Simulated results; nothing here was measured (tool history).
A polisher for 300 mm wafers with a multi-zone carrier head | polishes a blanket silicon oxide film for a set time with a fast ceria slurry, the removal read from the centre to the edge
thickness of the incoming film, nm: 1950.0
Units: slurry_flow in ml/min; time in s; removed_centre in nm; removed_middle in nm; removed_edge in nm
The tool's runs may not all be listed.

Run 1, hour 0: slurry_flow 230 ml/min, centre_zone 1, middle_zone 1, edge_zone 1, time 47 s. Result: removed_centre 600.33 nm, removed_middle 610.07 nm, removed_edge 633.51 nm.
Run 2, hour 5.5: slurry_flow 230 ml/min, centre_zone 1, middle_zone 1, edge_zone 0.93, time 47 s. Result: removed_centre 595.03 nm, removed_middle 602.96 nm, removed_edge 608.69 nm.
Run 3, hour 14.5: slurry_flow 230 ml/min, centre_zone 1, middle_zone 1.04, edge_zone 0.93, time 47 s. Result: removed_centre 604.28 nm, removed_middle 624.96 nm, removed_edge 616.8 nm.
Run 4, hour 21.6: slurry_flow 230 ml/min, centre_zone 1, middle_zone 1.04, edge_zone 0.93, time 53 s. Result: removed_centre 673.7 nm, removed_middle 697.69 nm, removed_edge 690.09 nm.
Run 5, hour 26.3: slurry_flow 230 ml/min, centre_zone 0.94, middle_zone 1.04, edge_zone 0.93, time 53 s. Result: removed_centre 629.32 nm, removed_middle 706.85 nm, removed_edge 674.73 nm.
Run 6, hour 30.6: slurry_flow 230 ml/min, centre_zone 0.94, middle_zone 1.04, edge_zone 0.93, time 43 s. Result: removed_centre 516.17 nm, removed_middle 566.74 nm, removed_edge 553.05 nm.

Run 7 comes next. What will it give?
Run 7, hour 37.2: slurry_flow 250 ml/min, centre_zone 0.97, middle_zone 1.02, edge_zone 0.9, time 43 s. Result: removed_centre ?, removed_middle ?, removed_edge ?.

{"run 7": {"removed_centre": 541.73, "removed_middle": 566.79, "removed_edge": 549.05}}
